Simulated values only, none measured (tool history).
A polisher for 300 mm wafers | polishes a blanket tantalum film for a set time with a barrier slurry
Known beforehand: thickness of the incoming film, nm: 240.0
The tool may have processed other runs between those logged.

run	hour	flow of slurry (ml/min)	pressure of the wafer on the pad (kPa)	speed of the pad under the wafer (m/s)	abrasive content of the slurry	polishing time (s)	film removed (angstrom)
1	0.0	320	8.3	0.98	1.0	74	859.65
2	6.5	320	7.6	0.98	1.0	74	795.84
3	12.8	255	7.6	0.98	1.0	74	760.11
4	16.1	310	7.6	0.98	1.0	74	780.74
5	17.6	305	6.9	0.98	1.0	74	728.92
6	20.5	305	6.9	0.98	1.0	77	741.74
7	28.5	300	6.2	0.98	1.0	77	678.45
8	29.9	295	6.2	0.98	1.0	77	664.34
9	33.9	290	6.2	0.98	1.0	77	681.87
10	37.4	285	6.2	0.98	1.0	77	670.55
11	45.0	280	6.2	0.98	1.0	77	662.91
12	53.4	275	6.2	0.98	1.0	77	675.33
13	56.2	270	4.8	0.96	1.0	77	525.34
14	56.8	265	4.8	0.96	1.0	77	517.84
15	58.7	260	4.1	0.96	1.0	77	449.03
16	60.0	270	4.1	0.96	1.0	77	450.32
17	65.9	275	4.1	0.96	1.0	77	443.90
18	70.1	275	4.8	0.96	1.0	77	509.50
19	76.0	270	4.8	0.96	1.0	77	510.94

The next listed run, before its measurement:
20	83.6	265	4.8	0.96	1.0	77	?

Run 20 measured film removed (angstrom) 522.53.

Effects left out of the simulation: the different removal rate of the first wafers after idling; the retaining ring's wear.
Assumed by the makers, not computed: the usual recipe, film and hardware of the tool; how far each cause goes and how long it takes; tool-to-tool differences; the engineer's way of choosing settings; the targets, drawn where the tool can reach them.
